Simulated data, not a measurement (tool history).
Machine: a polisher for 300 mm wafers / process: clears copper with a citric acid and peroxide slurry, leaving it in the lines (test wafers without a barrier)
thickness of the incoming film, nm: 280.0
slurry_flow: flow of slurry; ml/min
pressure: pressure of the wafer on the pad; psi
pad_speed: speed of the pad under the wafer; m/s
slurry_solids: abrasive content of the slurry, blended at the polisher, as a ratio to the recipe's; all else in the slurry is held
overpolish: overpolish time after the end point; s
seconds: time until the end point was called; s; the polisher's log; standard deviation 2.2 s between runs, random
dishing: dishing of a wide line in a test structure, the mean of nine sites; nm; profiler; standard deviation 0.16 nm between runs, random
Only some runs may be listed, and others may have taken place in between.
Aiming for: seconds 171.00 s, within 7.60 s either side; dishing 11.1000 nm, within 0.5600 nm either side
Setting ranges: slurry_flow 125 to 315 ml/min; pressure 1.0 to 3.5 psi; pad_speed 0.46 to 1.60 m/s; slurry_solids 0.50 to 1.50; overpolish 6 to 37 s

| run | hour | slurry_flow | pressure | pad_speed | slurry_solids | overpolish | seconds | dishing |
|---|---|---|---|---|---|---|---|---|
| 1 | 0.0 | 205 | 2.2 | 1.02 | 1.00 | 19 | 153.37 | 24.2650 |
| 2 | 0.9 | 205 | 2.1 | 1.02 | 1.00 | 16 | 160.11 | 20.3650 |
| 3 | 5.3 | 205 | 2.0 | 1.02 | 1.00 | 13 | 166.59 | 16.0870 |
| 4 | 13.8 | 205 | 2.0 | 1.02 | 1.00 | 6 | 166.08 | 7.7570 |
| 5 | 16.4 | 205 | 2.0 | 1.22 | 1.00 | 6 | 140.09 | 9.1449 |
| 6 | 24.6 | 205 | 2.3 | 1.22 | 1.00 | 6 | 125.36 | 10.0570 |
| 7 | 33.3 | 205 | 2.1 | 1.20 | 1.00 | 7 | 139.11 | 10.7670 |
|  | 39.5 | head pressure recalibrated |
| 8 | 39.5 | 200 | 2.0 | 1.20 | 1.00 | 7 | 148.85 | 9.9991 |

4 next moves are on the table. One of them brings every result within its allowed miss. Which?
| A | 45.7 | 165 | 1.9 | 1.00 | 1.00 | 10 | ? | ? |
| B | 45.7 | 185 | 2.0 | 1.00 | 1.15 | 9 | ? | ? |
| C | 45.7 | 140 | 2.3 | 0.98 | 0.80 | 10 | ? | ? |
| D | 45.7 | 200 | 1.6 | 1.06 | 1.05 | 10 | ? | ? |

| move | seconds | dishing |
|---|---|---|
| A | 190.94 | 11.4000 |
| B | 174.26 | 11.2590 |
| C | 187.98 | 11.6050 |
| D | 193.35 | 11.2350 |
A: moves the result that the last run missed by most past its target, out the other side
B: in spec on every target
C: moves the result that the last run missed by most past its target, out the other side
D: moves the result that the last run missed by most past its target, out the other side
The move that meets every target is B.
